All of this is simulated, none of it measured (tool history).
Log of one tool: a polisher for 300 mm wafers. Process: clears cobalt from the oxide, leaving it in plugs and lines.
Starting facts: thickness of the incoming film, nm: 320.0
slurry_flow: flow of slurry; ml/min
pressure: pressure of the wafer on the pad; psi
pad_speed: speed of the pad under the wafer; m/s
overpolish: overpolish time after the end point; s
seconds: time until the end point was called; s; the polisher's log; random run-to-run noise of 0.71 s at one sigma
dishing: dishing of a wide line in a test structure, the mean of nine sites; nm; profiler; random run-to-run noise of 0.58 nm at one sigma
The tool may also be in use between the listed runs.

Run 1, day 0: slurry_flow 120 ml/min, pressure 1.9 psi, pad_speed 0.92 m/s, overpolish 10 s. Result: seconds 83.907 s, dishing 26.841 nm.
Run 2, day 0.117: slurry_flow 135 ml/min, pressure 2.1 psi, pad_speed 0.92 m/s, overpolish 10 s. Result: seconds 75.895 s, dishing 27.604 nm.
Run 3, day 0.317: slurry_flow 135 ml/min, pressure 2.2 psi, pad_speed 0.92 m/s, overpolish 11 s. Result: seconds 70.026 s, dishing 31.247 nm.
Run 4, day 0.638: slurry_flow 135 ml/min, pressure 1.9 psi, pad_speed 0.92 m/s, overpolish 11 s. Result: seconds 80.834 s, dishing 28.651 nm.
Run 5, day 0.733: slurry_flow 145 ml/min, pressure 2.1 psi, pad_speed 0.92 m/s, overpolish 11 s. Result: seconds 72.633 s, dishing 30.75 nm.
Run 6, day 0.821: slurry_flow 135 ml/min, pressure 2.1 psi, pad_speed 0.92 m/s, overpolish 11 s. Result: seconds 73.652 s, dishing 30.813 nm.
Run 7, day 1.142: slurry_flow 140 ml/min, pressure 2.2 psi, pad_speed 0.92 m/s, overpolish 11 s. Result: seconds 69.638 s, dishing 31.44 nm.

For run 8, what comes out?
Run 8, day 1.467: slurry_flow 145 ml/min, pressure 2.2 psi, pad_speed 0.92 m/s, overpolish 11 s. Result: seconds ?, dishing ?.

Run 8 gave seconds 70.225 s, dishing 32.1 nm.

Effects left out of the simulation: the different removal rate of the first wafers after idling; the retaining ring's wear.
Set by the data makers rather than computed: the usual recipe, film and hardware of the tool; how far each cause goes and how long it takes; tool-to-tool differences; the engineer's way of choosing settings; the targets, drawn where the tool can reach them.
